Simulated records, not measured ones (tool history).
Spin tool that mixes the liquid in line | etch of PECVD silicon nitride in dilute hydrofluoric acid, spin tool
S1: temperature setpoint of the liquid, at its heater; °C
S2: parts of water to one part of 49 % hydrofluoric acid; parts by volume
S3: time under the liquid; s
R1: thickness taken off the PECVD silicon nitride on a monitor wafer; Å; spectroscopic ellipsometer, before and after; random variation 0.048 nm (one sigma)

| run | hour | S1 | S2 | S3 | R1 |
|---|---|---|---|---|---|
| 1 | 0.0 | 24.0 | 275 | 270 | 54.979 |
| 2 | 7.6 | 24.0 | 230 | 270 | 65.038 |
| 3 | 14.3 | 24.0 | 285 | 270 | 51.917 |
| 4 | 20.1 | 25.0 | 285 | 270 | 55.481 |
| 5 | 20.9 | 25.0 | 285 | 270 | 55.929 |
| 6 | 22.1 | 26.0 | 285 | 270 | 59.023 |
| 7 | 26.7 | 27.0 | 285 | 270 | 63.456 |
| 8 | 29.9 | 27.5 | 285 | 270 | 64.574 |
| 9 | 31.5 | 28.0 | 285 | 270 | 66.581 |

Forecast run 10:
| 10 | 34.3 | 31.0 | 285 | 270 | ? |

{"run 10": {"R1": 79.341}}
